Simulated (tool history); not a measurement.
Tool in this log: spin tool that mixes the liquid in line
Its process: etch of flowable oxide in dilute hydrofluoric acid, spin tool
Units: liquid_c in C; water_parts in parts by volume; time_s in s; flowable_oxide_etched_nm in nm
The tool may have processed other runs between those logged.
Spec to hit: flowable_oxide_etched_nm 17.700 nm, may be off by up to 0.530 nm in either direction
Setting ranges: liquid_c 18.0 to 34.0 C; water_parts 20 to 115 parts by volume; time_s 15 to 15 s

{"run": 1, "day": 0.0, "liquid_c": 26.0, "water_parts": 65, "time_s": 15, "flowable_oxide_etched_nm": 12.884}
{"run": 2, "day": 0.071, "liquid_c": 26.0, "water_parts": 50, "time_s": 15, "flowable_oxide_etched_nm": 17.093}
{"run": 3, "day": 0.092, "liquid_c": 26.0, "water_parts": 35, "time_s": 15, "flowable_oxide_etched_nm": 25.039}
{"run": 4, "day": 0.167, "liquid_c": 24.5, "water_parts": 35, "time_s": 15, "flowable_oxide_etched_nm": 23.316}
{"run": 5, "day": 0.471, "liquid_c": 24.5, "water_parts": 35, "time_s": 15, "flowable_oxide_etched_nm": 23.571}
{"run": 6, "day": 0.746, "liquid_c": 23.5, "water_parts": 35, "time_s": 15, "flowable_oxide_etched_nm": 22.526}
{"run": 7, "day": 0.817, "liquid_c": 19.5, "water_parts": 35, "time_s": 15, "flowable_oxide_etched_nm": 19.007}
{"run": 8, "day": 1.138, "liquid_c": 19.5, "water_parts": 35, "time_s": 15, "flowable_oxide_etched_nm": 19.032}
{"run": 9, "day": 1.333, "liquid_c": 19.5, "water_parts": 35, "time_s": 15, "flowable_oxide_etched_nm": 18.914}

4 next moves are on the table. One of them brings every result within its allowed miss. Which?
{"run": "A", "day": 1.529, "liquid_c": 20.0, "water_parts": 40, "time_s": 15, "flowable_oxide_etched_nm": "?"}
{"run": "B", "day": 1.529, "liquid_c": 18.0, "water_parts": 35, "time_s": 15, "flowable_oxide_etched_nm": "?"}
{"run": "C", "day": 1.529, "liquid_c": 19.0, "water_parts": 40, "time_s": 15, "flowable_oxide_etched_nm": "?"}
{"run": "D", "day": 1.529, "liquid_c": 19.5, "water_parts": 40, "time_s": 15, "flowable_oxide_etched_nm": "?"}

move=A flowable_oxide_etched_nm=16.849
move=B flowable_oxide_etched_nm=17.767
move=C flowable_oxide_etched_nm=16.141
move=D flowable_oxide_etched_nm=16.492
A: pushes the last run's worst result past its target
B: all results land within tolerance of their targets
C: pushes the last run's worst result past its target
D: pushes the last run's worst result past its target
Answer: B

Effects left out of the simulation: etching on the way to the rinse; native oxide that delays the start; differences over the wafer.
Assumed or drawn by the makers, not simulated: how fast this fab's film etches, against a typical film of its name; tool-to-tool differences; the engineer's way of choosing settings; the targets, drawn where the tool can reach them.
